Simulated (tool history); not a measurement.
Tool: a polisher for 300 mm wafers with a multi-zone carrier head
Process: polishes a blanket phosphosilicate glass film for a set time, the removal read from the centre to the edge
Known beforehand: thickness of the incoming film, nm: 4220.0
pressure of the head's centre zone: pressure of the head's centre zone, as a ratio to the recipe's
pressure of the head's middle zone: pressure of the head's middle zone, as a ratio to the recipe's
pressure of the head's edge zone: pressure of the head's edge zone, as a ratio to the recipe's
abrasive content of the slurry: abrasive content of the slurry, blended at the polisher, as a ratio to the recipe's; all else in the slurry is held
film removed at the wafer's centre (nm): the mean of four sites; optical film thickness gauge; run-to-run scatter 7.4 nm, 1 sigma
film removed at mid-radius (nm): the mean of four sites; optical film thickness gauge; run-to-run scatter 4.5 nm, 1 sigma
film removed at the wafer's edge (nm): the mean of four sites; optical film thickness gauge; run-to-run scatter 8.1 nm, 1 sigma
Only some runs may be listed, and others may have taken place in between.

run  hour  flow of slurry (ml/min)  pressure of the head's centre zone  pressure of the head's middle zone  pressure of the head's edge zone  abrasive content of the slurry  polishing time (s)  film removed at the wafer's centre (nm)  film removed at mid-radius (nm)  film removed at the wafer's edge (nm)
  1     0                      240                                   1                                   1                                 1                               1                  82                                   508.22                           524.07                                 532.42
  2   2.8                      240                                   1                                   1                                 1                               1                  73                                      457                            471.6                                  470.9
  3   6.4                      240                                   1                                0.94                                 1                               1                  73                                   452.01                           439.68                                  482.8
  4  14.8                      300                                   1                                0.94                                 1                               1                  73                                   477.62                           450.95                                 483.49
  5  21.7                      270                                0.99                                0.95                              1.03                            1.15                  78                                   512.36                           504.93                                 542.84
  6  27.6                      270                                0.99                                0.95                                 1                            1.15                  78                                   518.47                           504.76                                 526.94
  7  33.8                      245                                0.99                                0.96                              1.05                            1.25                  83                                   555.86                           550.96                                 594.49

Run 8 has not been measured yet. What should we expect?
  8  34.6                      280                                0.98                                1.01                              1.15                             1.5                  88                                        ?                                ?                                      ?

Logged for run 8: film removed at the wafer's centre (nm) 618.33, film removed at mid-radius (nm) 652.24, film removed at the wafer's edge (nm) 711.85.

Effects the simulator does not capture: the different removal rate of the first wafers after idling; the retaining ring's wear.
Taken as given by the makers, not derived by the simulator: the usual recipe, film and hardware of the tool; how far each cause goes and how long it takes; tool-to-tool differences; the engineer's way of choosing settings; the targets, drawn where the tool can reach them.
